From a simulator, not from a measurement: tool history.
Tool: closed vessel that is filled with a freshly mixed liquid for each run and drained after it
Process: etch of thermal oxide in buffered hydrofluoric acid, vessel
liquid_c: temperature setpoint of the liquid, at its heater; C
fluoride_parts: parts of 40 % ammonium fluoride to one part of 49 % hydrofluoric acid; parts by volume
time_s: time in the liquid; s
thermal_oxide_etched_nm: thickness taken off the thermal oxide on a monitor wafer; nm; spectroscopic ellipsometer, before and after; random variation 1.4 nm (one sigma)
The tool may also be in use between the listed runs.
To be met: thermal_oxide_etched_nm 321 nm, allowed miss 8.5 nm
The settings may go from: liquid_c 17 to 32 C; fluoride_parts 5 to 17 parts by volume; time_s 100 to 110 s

Run 1, hour 0: liquid_c 25 C, fluoride_parts 10.5 parts by volume, time_s 100 s. Result: thermal_oxide_etched_nm 114.56 nm.
Run 2, hour 4.8: liquid_c 27 C, fluoride_parts 9 parts by volume, time_s 105 s. Result: thermal_oxide_etched_nm 153.86 nm.
Run 3, hour 13.7: liquid_c 27 C, fluoride_parts 7 parts by volume, time_s 105 s. Result: thermal_oxide_etched_nm 193.28 nm.
Run 4, hour 20.7: liquid_c 27 C, fluoride_parts 5 parts by volume, time_s 105 s. Result: thermal_oxide_etched_nm 265.97 nm.
Run 5, hour 30: liquid_c 24 C, fluoride_parts 5 parts by volume, time_s 105 s. Result: thermal_oxide_etched_nm 225.32 nm.
Run 6, hour 30.9: liquid_c 22 C, fluoride_parts 5 parts by volume, time_s 105 s. Result: thermal_oxide_etched_nm 202.21 nm.
Run 7, hour 38: liquid_c 24.5 C, fluoride_parts 5 parts by volume, time_s 105 s. Result: thermal_oxide_etched_nm 231.1 nm.
Run 8, hour 43.5: liquid_c 26.5 C, fluoride_parts 5 parts by volume, time_s 105 s. Result: thermal_oxide_etched_nm 257.32 nm.
Run 9, hour 50.8: liquid_c 27.5 C, fluoride_parts 5 parts by volume, time_s 105 s. Result: thermal_oxide_etched_nm 270.38 nm.
Run 10, hour 55: liquid_c 28.5 C, fluoride_parts 5 parts by volume, time_s 105 s. Result: thermal_oxide_etched_nm 286.06 nm.
At hour 58.7: hydrofluoric acid flow meter replaced.
Run 11, hour 58.7: liquid_c 31 C, fluoride_parts 5 parts by volume, time_s 105 s. Result: thermal_oxide_etched_nm 356.04 nm.

Which of these 4 next moves meets every target?
Run A, hour 62.4: liquid_c 28.5 C, fluoride_parts 5.5 parts by volume, time_s 110 s. Result: thermal_oxide_etched_nm ?.
Run B, hour 62.4: liquid_c 31.5 C, fluoride_parts 5.5 parts by volume, time_s 100 s. Result: thermal_oxide_etched_nm ?.
Run C, hour 62.4: liquid_c 31.5 C, fluoride_parts 6 parts by volume, time_s 100 s. Result: thermal_oxide_etched_nm ?.
Run D, hour 62.4: liquid_c 30 C, fluoride_parts 5.5 parts by volume, time_s 100 s. Result: thermal_oxide_etched_nm ?.

move  thermal_oxide_etched_nm
   A                   301.16
   B                   320.28
   C                   297.58
   D                   296.23
A: takes the result that was furthest off past its target
B: meets every target
C: takes the result that was furthest off past its target
D: takes the result that was furthest off past its target
Answer: B

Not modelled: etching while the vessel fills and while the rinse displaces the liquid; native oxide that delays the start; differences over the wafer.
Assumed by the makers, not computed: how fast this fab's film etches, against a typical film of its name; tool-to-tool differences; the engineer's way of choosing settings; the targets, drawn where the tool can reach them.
